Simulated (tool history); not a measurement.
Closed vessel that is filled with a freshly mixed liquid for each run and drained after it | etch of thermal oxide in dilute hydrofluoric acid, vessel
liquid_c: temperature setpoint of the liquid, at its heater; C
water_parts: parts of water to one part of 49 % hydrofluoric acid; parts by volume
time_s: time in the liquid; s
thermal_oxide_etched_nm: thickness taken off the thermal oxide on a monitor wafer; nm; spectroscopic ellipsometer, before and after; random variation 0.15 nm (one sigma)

{"run": 1, "day": 0.0, "liquid_c": 23.0, "water_parts": 275, "time_s": 2800, "thermal_oxide_etched_nm": 38.677}
{"run": 2, "day": 0.283, "liquid_c": 23.0, "water_parts": 185, "time_s": 2800, "thermal_oxide_etched_nm": 62.923}
{"run": 3, "day": 0.604, "liquid_c": 23.0, "water_parts": 185, "time_s": 2800, "thermal_oxide_etched_nm": 63.246}
{"run": 4, "day": 0.683, "liquid_c": 26.0, "water_parts": 185, "time_s": 2800, "thermal_oxide_etched_nm": 70.264}
{"run": 5, "day": 0.775, "liquid_c": 26.0, "water_parts": 185, "time_s": 2800, "thermal_oxide_etched_nm": 69.565}
{"run": 6, "day": 0.9, "liquid_c": 26.0, "water_parts": 185, "time_s": 2990, "thermal_oxide_etched_nm": 75.348}
{"run": 7, "day": 0.996, "liquid_c": 24.0, "water_parts": 215, "time_s": 2990, "thermal_oxide_etched_nm": 58.327}
{"run": 8, "day": 1.238, "liquid_c": 22.5, "water_parts": 230, "time_s": 2990, "thermal_oxide_etched_nm": 50.827}
{"run": 9, "day": 1.475, "liquid_c": 21.0, "water_parts": 240, "time_s": 2990, "thermal_oxide_etched_nm": 45.399}
{"run": 10, "day": 1.525, "liquid_c": 20.0, "water_parts": 250, "time_s": 2990, "thermal_oxide_etched_nm": 41.396}
{"run": 11, "day": 1.642, "liquid_c": 19.5, "water_parts": 255, "time_s": 2990, "thermal_oxide_etched_nm": 39.881}

Forecast run 12:
{"run": 12, "day": 1.929, "liquid_c": 19.0, "water_parts": 260, "time_s": 2990, "thermal_oxide_etched_nm": "?"}

Run 12 gave thermal_oxide_etched_nm 38.188 nm.
